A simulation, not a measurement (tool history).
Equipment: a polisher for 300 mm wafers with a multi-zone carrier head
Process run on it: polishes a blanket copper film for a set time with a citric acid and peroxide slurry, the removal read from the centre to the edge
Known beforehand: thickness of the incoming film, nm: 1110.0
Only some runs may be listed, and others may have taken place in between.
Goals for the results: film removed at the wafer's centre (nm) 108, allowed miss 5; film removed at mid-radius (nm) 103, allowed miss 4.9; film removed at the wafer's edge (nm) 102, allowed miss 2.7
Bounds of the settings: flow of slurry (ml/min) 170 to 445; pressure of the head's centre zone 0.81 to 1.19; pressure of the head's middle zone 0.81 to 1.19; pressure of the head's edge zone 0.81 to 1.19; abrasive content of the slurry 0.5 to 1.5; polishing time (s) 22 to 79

run  hour  flow of slurry (ml/min)  pressure of the head's centre zone  pressure of the head's middle zone  pressure of the head's edge zone  abrasive content of the slurry  polishing time (s)  film removed at the wafer's centre (nm)  film removed at mid-radius (nm)  film removed at the wafer's edge (nm)
  1     0                      285                                   1                                   1                                 1                               1                  50                                   126.98                           126.45                                 132.82
  2   5.7                      285                                   1                                   1                                 1                               1                  55                                   135.89                            135.6                                 144.26
  3  12.2                      285                                   1                                   1                                 1                            0.85                  55                                   135.78                           134.64                                 141.76
  4    16                      285                                   1                                0.93                                 1                            0.85                  55                                   132.03                           125.68                                 140.75
  5  23.8                      285                                   1                                0.94                              0.96                            0.75                  52                                   125.96                           120.71                                 126.33
  6  29.1                      285                                   1                                0.94                              0.96                            0.75                  60                                   146.53                           136.41                                 148.37
  7    31                      280                                0.99                                0.93                              0.93                             0.7                  57                                    134.1                            126.9                                 136.07
  8    33                      280                                0.99                                0.93                              0.91                            0.65                  54                                    124.4                           118.77                                 126.05
  9  35.3                      280                                   1                                0.94                              0.89                             0.6                  52                                   121.81                           113.49                                 118.77
 10  41.6                      280                                   1                                0.95                              0.87                            0.55                  51                                   116.49                           112.91                                 113.61
 11  47.1                      275                                   1                                0.95                              0.86                            0.55                  50                                   113.84                           108.18                                 111.07
 12  52.9                      275                                   1                                0.96                              0.85                            0.55                  49                                   112.16                           109.09                                 108.82
 13  60.9                      260                                1.01                                0.94                              0.81                             0.5                  47                                   105.87                           100.96                                 99.443

Consider the 4 candidate settings below. Which is the only one whose results all fall within their allowed miss of target?
  A  68.9                      200                                1.03                                0.98                              0.82                             0.5                  51                                        ?                                ?                                      ?
  B  68.9                      275                                 1.1                                   1                              0.81                             0.5                  46                                        ?                                ?                                      ?
  C  68.9                      245                                1.03                                1.09                              0.81                            0.55                  45                                        ?                                ?                                      ?
  D  68.9                      270                                1.04                                0.98                              0.84                             0.6                  43                                        ?                                ?                                      ?

move  film removed at the wafer's centre (nm)  film removed at mid-radius (nm)  film removed at the wafer's edge (nm)
   A                                   108.45                           103.97                                 102.95
   B                                   114.41                           103.21                                  97.63
   C                                   103.34                           107.51                                 95.052
   D                                   103.51                           97.221                                 95.154
A: all results land within tolerance of their targets
B: moves away from the targets compared with the last run
C: moves away from the targets compared with the last run
D: moves away from the targets compared with the last run
Go with A: it meets all targets.

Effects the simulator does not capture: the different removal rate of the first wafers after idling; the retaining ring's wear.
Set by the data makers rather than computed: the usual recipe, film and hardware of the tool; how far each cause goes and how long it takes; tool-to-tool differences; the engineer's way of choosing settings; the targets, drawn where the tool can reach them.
